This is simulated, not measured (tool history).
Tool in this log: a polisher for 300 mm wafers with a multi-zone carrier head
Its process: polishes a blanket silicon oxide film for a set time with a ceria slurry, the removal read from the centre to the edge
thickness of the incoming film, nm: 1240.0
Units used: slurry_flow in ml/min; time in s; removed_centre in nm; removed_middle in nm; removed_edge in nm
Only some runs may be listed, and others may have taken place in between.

| run | hour | slurry_flow | centre_zone | middle_zone | edge_zone | time | removed_centre | removed_middle | removed_edge |
|---|---|---|---|---|---|---|---|---|---|
| 1 | 0 | 295 | 1 | 1 | 1 | 35 | 215.86 | 210.07 | 207.3 |
| 2 | 2.9 | 290 | 0.98 | 1.01 | 0.96 | 35 | 218.96 | 208.77 | 199.25 |
| 3 | 3.7 | 285 | 0.94 | 1.03 | 0.95 | 35 | 210.76 | 209.94 | 202.37 |
| 4 | 4.6 | 285 | 0.94 | 1.08 | 0.95 | 35 | 216.42 | 222.29 | 198.29 |
| 5 | 6.8 | 225 | 0.94 | 1.08 | 0.95 | 35 | 206.16 | 213.17 | 196.91 |
| 6 | 12.5 | 265 | 0.94 | 1.08 | 0.95 | 35 | 211.58 | 218.74 | 199.85 |
| 7 | 16.7 | 255 | 0.92 | 1.09 | 0.93 | 35 | 205.4 | 218.19 | 198.01 |
| 8 | 25.6 | 250 | 0.91 | 1.1 | 0.91 | 35 | 202.38 | 220.91 | 196.05 |

Run 9 has not been measured yet. What should we expect?
| 9 | 33.5 | 235 | 0.86 | 1.06 | 0.82 | 33 | ? | ? | ? |

removed_centre: 183.31 nm
removed_middle: 203.09 nm
removed_edge: 171.79 nm
